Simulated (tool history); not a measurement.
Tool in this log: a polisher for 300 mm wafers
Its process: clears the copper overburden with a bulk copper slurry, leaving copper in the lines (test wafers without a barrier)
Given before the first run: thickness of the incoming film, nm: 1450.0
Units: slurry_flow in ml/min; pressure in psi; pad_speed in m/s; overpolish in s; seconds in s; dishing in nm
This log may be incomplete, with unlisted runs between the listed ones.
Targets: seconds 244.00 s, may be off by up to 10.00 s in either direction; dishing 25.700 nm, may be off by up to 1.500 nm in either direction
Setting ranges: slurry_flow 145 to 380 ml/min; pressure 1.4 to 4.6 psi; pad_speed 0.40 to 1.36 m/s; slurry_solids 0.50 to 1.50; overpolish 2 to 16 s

Run 1, hour 0.0: slurry_flow 245 ml/min, pressure 3.0 psi, pad_speed 0.88 m/s, slurry_solids 1.00, overpolish 8 s. Result: seconds 135.75 s, dishing 34.730 nm.
Run 2, hour 8.8: slurry_flow 245 ml/min, pressure 2.8 psi, pad_speed 0.88 m/s, slurry_solids 1.00, overpolish 8 s. Result: seconds 143.90 s, dishing 33.939 nm.
Run 3, hour 15.3: slurry_flow 245 ml/min, pressure 2.8 psi, pad_speed 1.04 m/s, slurry_solids 1.00, overpolish 8 s. Result: seconds 124.27 s, dishing 36.572 nm.
Run 4, hour 24.1: slurry_flow 220 ml/min, pressure 2.8 psi, pad_speed 1.04 m/s, slurry_solids 1.00, overpolish 8 s. Result: seconds 127.37 s, dishing 35.656 nm.
Run 5, hour 31.3: slurry_flow 220 ml/min, pressure 2.8 psi, pad_speed 1.14 m/s, slurry_solids 1.00, overpolish 8 s. Result: seconds 115.42 s, dishing 38.106 nm.
Run 6, hour 35.2: slurry_flow 220 ml/min, pressure 2.8 psi, pad_speed 1.14 m/s, slurry_solids 1.00, overpolish 6 s. Result: seconds 116.05 s, dishing 32.488 nm.
Run 7, hour 35.8: slurry_flow 215 ml/min, pressure 2.6 psi, pad_speed 1.10 m/s, slurry_solids 1.00, overpolish 6 s. Result: seconds 128.89 s, dishing 29.841 nm.
Run 8, hour 42.2: slurry_flow 210 ml/min, pressure 2.4 psi, pad_speed 1.06 m/s, slurry_solids 1.00, overpolish 7 s. Result: seconds 139.62 s, dishing 31.906 nm.
Run 9, hour 45.1: slurry_flow 210 ml/min, pressure 2.3 psi, pad_speed 1.02 m/s, slurry_solids 1.00, overpolish 7 s. Result: seconds 148.54 s, dishing 30.072 nm.
Run 10, hour 48.2: slurry_flow 210 ml/min, pressure 2.2 psi, pad_speed 0.98 m/s, slurry_solids 1.00, overpolish 7 s. Result: seconds 165.01 s, dishing 29.462 nm.
Run 11, hour 53.0: slurry_flow 210 ml/min, pressure 2.1 psi, pad_speed 0.96 m/s, slurry_solids 1.00, overpolish 7 s. Result: seconds 166.81 s, dishing 27.567 nm.
Run 12, hour 61.5: slurry_flow 205 ml/min, pressure 2.0 psi, pad_speed 0.94 m/s, slurry_solids 1.00, overpolish 7 s. Result: seconds 184.29 s, dishing 25.974 nm.
Run 13, hour 66.8: slurry_flow 200 ml/min, pressure 1.9 psi, pad_speed 0.94 m/s, slurry_solids 1.00, overpolish 7 s. Result: seconds 187.99 s, dishing 26.286 nm.
Run 14, hour 73.4: slurry_flow 200 ml/min, pressure 1.8 psi, pad_speed 0.92 m/s, slurry_solids 1.00, overpolish 7 s. Result: seconds 201.29 s, dishing 24.443 nm.

Which of these 4 next moves meets every target?
Run A, hour 80.0: slurry_flow 225 ml/min, pressure 1.6 psi, pad_speed 0.84 m/s, slurry_solids 0.85, overpolish 9 s. Result: seconds ?, dishing ?.
Run B, hour 80.0: slurry_flow 230 ml/min, pressure 2.0 psi, pad_speed 0.98 m/s, slurry_solids 1.00, overpolish 7 s. Result: seconds ?, dishing ?.
Run C, hour 80.0: slurry_flow 280 ml/min, pressure 1.5 psi, pad_speed 1.00 m/s, slurry_solids 0.70, overpolish 6 s. Result: seconds ?, dishing ?.
Run D, hour 80.0: slurry_flow 235 ml/min, pressure 1.9 psi, pad_speed 0.64 m/s, slurry_solids 1.05, overpolish 9 s. Result: seconds ?, dishing ?.

move  seconds  dishing
   A   238.69   25.767
   B   170.68   27.457
   C   210.73   21.172
   D   265.20   24.171
A: every result within its allowed miss
B: moves away from the targets compared with the last run
C: nearer the targets than the last run, but a result is still out of spec
D: pushes the last run's worst result past its target
A meets every target.
